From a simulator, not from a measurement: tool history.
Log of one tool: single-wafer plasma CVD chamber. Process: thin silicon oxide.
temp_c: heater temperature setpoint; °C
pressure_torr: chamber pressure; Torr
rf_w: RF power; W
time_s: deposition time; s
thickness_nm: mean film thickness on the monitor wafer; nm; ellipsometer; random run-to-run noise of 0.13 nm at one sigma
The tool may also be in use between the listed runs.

run 1 hour=0.0 | temp_c=415 pressure_torr=1.02 rf_w=310 time_s=9.67 | thickness_nm=21.462
run 2 hour=6.3 | temp_c=415 pressure_torr=1.07 rf_w=310 time_s=9.67 | thickness_nm=22.048
run 3 hour=8.9 | temp_c=415 pressure_torr=1.07 rf_w=270 time_s=9.67 | thickness_nm=20.894
run 4 hour=9.5 | temp_c=415 pressure_torr=1.07 rf_w=240 time_s=9.67 | thickness_nm=19.923
run 5 hour=17.8 | temp_c=415 pressure_torr=1.15 rf_w=240 time_s=9.67 | thickness_nm=20.740
run 6 hour=19.6 | temp_c=415 pressure_torr=1.23 rf_w=245 time_s=9.67 | thickness_nm=21.708

Predict the results of run 7:
run 7 hour=20.5 | temp_c=415 pressure_torr=1.41 rf_w=250 time_s=9.69 | thickness_nm=?

Logged for run 7: thickness_nm 22.879 nm.
